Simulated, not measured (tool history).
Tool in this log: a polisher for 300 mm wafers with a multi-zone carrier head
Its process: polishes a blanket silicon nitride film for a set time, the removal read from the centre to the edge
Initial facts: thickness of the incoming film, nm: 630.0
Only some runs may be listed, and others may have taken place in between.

run	hour	flow of slurry (ml/min)	pressure of the head's centre zone	pressure of the head's middle zone	pressure of the head's edge zone	polishing time (s)	film removed at the wafer's centre (angstrom)	film removed at mid-radius (angstrom)	film removed at the wafer's edge (angstrom)
1	0.0	145	1.00	1.00	1.00	55	1306.50	1330.40	1339.60
2	8.8	145	1.00	1.07	1.00	55	1323.80	1363.10	1337.80
3	15.9	145	1.00	1.07	1.04	55	1323.90	1401.70	1357.40
4	22.8	135	0.99	1.00	1.01	49	1132.70	1120.40	1186.80
5	27.8	130	0.98	0.98	0.98	45	1035.10	1041.80	1056.00
6	33.8	130	0.90	0.98	0.98	45	945.00	996.86	1034.80

The next listed run, before its measurement:
7	41.0	120	0.91	0.94	0.98	43	?	?	?

{"run 7": {"film removed at the wafer's centre (angstrom)": 897.59, "film removed at mid-radius (angstrom)": 951.88, "film removed at the wafer's edge (angstrom)": 980.29}}

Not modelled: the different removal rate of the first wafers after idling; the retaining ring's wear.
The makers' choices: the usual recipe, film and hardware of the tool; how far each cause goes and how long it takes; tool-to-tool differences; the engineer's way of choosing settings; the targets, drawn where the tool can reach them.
